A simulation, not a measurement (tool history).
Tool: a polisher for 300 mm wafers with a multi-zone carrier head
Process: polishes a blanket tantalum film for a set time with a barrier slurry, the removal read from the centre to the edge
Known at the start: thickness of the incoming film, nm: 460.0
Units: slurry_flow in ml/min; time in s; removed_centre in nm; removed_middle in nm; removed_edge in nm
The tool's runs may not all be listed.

{"run": 1, "day": 0.0, "slurry_flow": 295, "centre_zone": 1, "middle_zone": 1, "edge_zone": 1, "slurry_solids": 1, "time": 34, "removed_centre": 44.634, "removed_middle": 47.083, "removed_edge": 45.402}
{"run": 2, "day": 0.088, "slurry_flow": 295, "centre_zone": 1, "middle_zone": 1, "edge_zone": 0.94, "slurry_solids": 1, "time": 34, "removed_centre": 46.64, "removed_middle": 44.869, "removed_edge": 44.679}
{"run": 3, "day": 0.383, "slurry_flow": 300, "centre_zone": 1.02, "middle_zone": 1.06, "edge_zone": 0.92, "slurry_solids": 0.85, "time": 32, "removed_centre": 42.503, "removed_middle": 42.899, "removed_edge": 39.047}
{"run": 4, "day": 0.708, "slurry_flow": 300, "centre_zone": 1.02, "middle_zone": 1.06, "edge_zone": 0.92, "slurry_solids": 0.75, "time": 32, "removed_centre": 39.479, "removed_middle": 41.101, "removed_edge": 38.19}
{"run": 5, "day": 0.762, "slurry_flow": 300, "centre_zone": 1.1, "middle_zone": 1.06, "edge_zone": 0.92, "slurry_solids": 0.75, "time": 32, "removed_centre": 43.595, "removed_middle": 40.743, "removed_edge": 37.892}
{"run": 6, "day": 0.896, "slurry_flow": 300, "centre_zone": 1.1, "middle_zone": 1.08, "edge_zone": 0.89, "slurry_solids": 0.65, "time": 31, "removed_centre": 39.818, "removed_middle": 38.951, "removed_edge": 34.909}
{"run": 7, "day": 1.25, "slurry_flow": 295, "centre_zone": 1.11, "middle_zone": 1.09, "edge_zone": 0.87, "slurry_solids": 0.6, "time": 31, "removed_centre": 38.92, "removed_middle": 38.134, "removed_edge": 33.15}
{"run": 8, "day": 1.621, "slurry_flow": 285, "centre_zone": 1.11, "middle_zone": 1.08, "edge_zone": 0.85, "slurry_solids": 0.6, "time": 31, "removed_centre": 38.615, "removed_middle": 38.337, "removed_edge": 32.984}
{"run": 9, "day": 1.975, "slurry_flow": 280, "centre_zone": 1.12, "middle_zone": 1.07, "edge_zone": 0.84, "slurry_solids": 0.55, "time": 31, "removed_centre": 36.858, "removed_middle": 35.851, "removed_edge": 31.392}
{"run": 10, "day": 2.183, "slurry_flow": 275, "centre_zone": 1.12, "middle_zone": 1.07, "edge_zone": 0.83, "slurry_solids": 0.55, "time": 31, "removed_centre": 37.935, "removed_middle": 35.717, "removed_edge": 31.761}

Forecast run 11:
{"run": 11, "day": 2.254, "slurry_flow": 275, "centre_zone": 1.12, "middle_zone": 1.08, "edge_zone": 0.82, "slurry_solids": 0.55, "time": 31, "removed_centre": "?", "removed_middle": "?", "removed_edge": "?"}

removed_centre: 38.738 nm
removed_middle: 36.177 nm
removed_edge: 31.436 nm
